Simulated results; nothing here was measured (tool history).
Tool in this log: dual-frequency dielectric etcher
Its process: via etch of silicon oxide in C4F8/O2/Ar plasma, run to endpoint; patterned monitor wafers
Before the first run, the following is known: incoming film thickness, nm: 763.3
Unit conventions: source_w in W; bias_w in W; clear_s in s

Run 1, hour 0.0: source_w 2290 W, bias_w 1788 W. Result: clear_s 147.74 s.
Run 2, hour 1.6: source_w 2200 W, bias_w 1762 W. Result: clear_s 152.09 s.
Run 3, hour 6.3: source_w 2140 W, bias_w 1747 W. Result: clear_s 155.55 s.
Run 4, hour 7.8: source_w 2140 W, bias_w 1627 W. Result: clear_s 156.78 s.
Run 5, hour 8.6: source_w 2090 W, bias_w 1615 W. Result: clear_s 157.28 s.
Run 6, hour 17.0: source_w 2090 W, bias_w 1870 W. Result: clear_s 151.10 s.

Predict the results of run 7:
Run 7, hour 23.1: source_w 2020 W, bias_w 1843 W. Result: clear_s ?.

clear_s: 154.68 s
